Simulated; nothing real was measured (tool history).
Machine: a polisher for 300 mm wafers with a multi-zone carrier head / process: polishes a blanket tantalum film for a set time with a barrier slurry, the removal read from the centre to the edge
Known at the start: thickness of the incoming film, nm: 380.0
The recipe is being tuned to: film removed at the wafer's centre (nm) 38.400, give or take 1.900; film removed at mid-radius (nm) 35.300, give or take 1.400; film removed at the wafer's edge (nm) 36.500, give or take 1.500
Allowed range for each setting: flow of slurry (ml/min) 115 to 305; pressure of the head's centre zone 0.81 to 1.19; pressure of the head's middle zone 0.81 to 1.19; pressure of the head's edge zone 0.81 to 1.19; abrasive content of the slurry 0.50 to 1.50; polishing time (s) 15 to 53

run  hour  flow of slurry (ml/min)  pressure of the head's centre zone  pressure of the head's middle zone  pressure of the head's edge zone  abrasive content of the slurry  polishing time (s)  film removed at the wafer's centre (nm)  film removed at mid-radius (nm)  film removed at the wafer's edge (nm)
  1   0.0                      195                                1.00                                1.00                              1.00                            1.00                  34                                   54.714                           54.335                                 56.185
  2   4.5                      195                                1.00                                0.98                              0.97                            0.85                  32                                   48.736                           48.096                                 49.677
  3   9.6                      195                                1.01                                0.96                              0.94                            0.75                  31                                   46.990                           44.183                                 45.477
  4  17.0                      195                                1.01                                0.91                              0.94                            0.75                  31                                   44.701                           41.633                                 44.782
  5  22.9                      195                                1.01                                0.86                              0.94                            0.75                  31                                   43.824                           39.941                                 45.433
  6  28.6                      195                                1.01                                0.81                              0.94                            0.75                  31                                   46.092                           38.522                                 44.125
  7  31.3                      195                                1.01                                0.83                              0.91                            0.70                  30                                   42.670                           37.310                                 41.262
  8  35.5                      190                                1.00                                0.83                              0.88                            0.70                  30                                   41.435                           36.531                                 40.049
  9  38.3                      185                                1.00                                0.84                              0.86                            0.70                  30                                   41.664                           37.765                                 39.869
 10  45.8                      175                                0.99                                0.83                              0.81                            0.50                  29                                   32.877                           29.628                                 31.413
 11  47.4                      195                                1.00                                0.85                              0.83                            0.50                  29                                   33.372                           29.878                                 31.422
 12  52.3                      195                                1.01                                0.88                              0.85                            0.55                  29                                   36.064                           32.716                                 33.989

Which one of the following 4 next-run settings gets every result inside its allowed miss? There is exactly one.
  A  57.2                      225                                1.10                                0.92                              0.81                            0.60                  30                                        ?                                ?                                      ?
  B  57.2                      195                                0.94                                0.82                              0.97                            0.65                  30                                        ?                                ?                                      ?
  C  57.2                      115                                1.09                                0.97                              0.92                            0.70                  29                                        ?                                ?                                      ?
  D  57.2                      220                                1.13                                0.88                              0.86                            0.55                  30                                        ?                                ?                                      ?

move  film removed at the wafer's centre (nm)  film removed at mid-radius (nm)  film removed at the wafer's edge (nm)
   A                                   44.524                           38.033                                 36.992
   B                                   38.595                           35.352                                 41.195
   C                                   39.195                           35.939                                 36.880
   D                                   43.484                           34.890                                 36.176
A: carries the result that was furthest off beyond its target, to the other side
B: brings the last run's worst result on target, with another outside its allowed miss
C: every result within its allowed miss
D: brings the last run's worst result on target, with another outside its allowed miss
Correct choice: C, which meets every target
